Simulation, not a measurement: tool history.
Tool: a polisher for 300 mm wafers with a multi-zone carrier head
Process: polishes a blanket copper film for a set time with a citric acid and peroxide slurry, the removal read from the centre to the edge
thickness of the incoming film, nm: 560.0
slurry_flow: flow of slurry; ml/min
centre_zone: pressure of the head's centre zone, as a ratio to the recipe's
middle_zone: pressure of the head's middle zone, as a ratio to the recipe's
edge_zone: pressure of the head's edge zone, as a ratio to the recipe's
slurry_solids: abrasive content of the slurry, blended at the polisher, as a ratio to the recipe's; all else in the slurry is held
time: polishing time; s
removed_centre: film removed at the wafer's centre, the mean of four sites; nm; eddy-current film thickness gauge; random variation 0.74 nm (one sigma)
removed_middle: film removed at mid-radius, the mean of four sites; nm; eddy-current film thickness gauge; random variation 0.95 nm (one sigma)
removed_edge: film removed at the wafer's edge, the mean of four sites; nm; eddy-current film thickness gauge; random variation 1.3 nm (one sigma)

run  hour  slurry_flow  centre_zone  middle_zone  edge_zone  slurry_solids  time  removed_centre  removed_middle  removed_edge
  1     0          270            1            1          1              1    53          119.52          113.23        120.71
  2   7.4          270         0.96            1          1              1    53          113.06          115.24        120.28
  3  10.3          270         0.96            1          1              1    66          142.47          144.62        149.37
  4  15.8          265         0.94         0.99       0.99           0.95    64          133.12           136.3        142.23
  5  17.1          260         0.93         0.99       0.98            0.9    62          123.19          129.14        131.34
  6  24.4          260         0.93         0.99       0.98            1.1    62          134.05          134.34        143.09
  7  33.2          255         0.92         0.98       0.98           1.05    61          128.56          130.16        134.53

Forecast run 8:
  8  40.4          255         0.91         0.97       0.99              1    60               ?               ?             ?

{"run 8": {"removed_centre": 120.6, "removed_middle": 123.25, "removed_edge": 135.35}}
